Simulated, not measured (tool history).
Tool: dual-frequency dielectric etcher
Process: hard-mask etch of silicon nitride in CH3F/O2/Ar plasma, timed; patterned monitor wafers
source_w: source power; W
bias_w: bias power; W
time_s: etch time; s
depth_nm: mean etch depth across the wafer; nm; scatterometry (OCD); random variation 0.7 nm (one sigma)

run	hour	source_w	bias_w	time_s	depth_nm
1	0.0	350	91	162.5	115.810
2	3.4	330	90	162.5	115.240
3	8.0	330	90	162.5	115.440
4	12.5	330	90	170.5	120.030
5	16.1	320	86	169.5	116.650
6	17.4	320	86	162.5	110.220
7	22.7	310	85	162.5	109.970

The next listed run, before its measurement:
8	23.4	240	76	162.5	?

Run 8 gave depth_nm 96.296 nm.
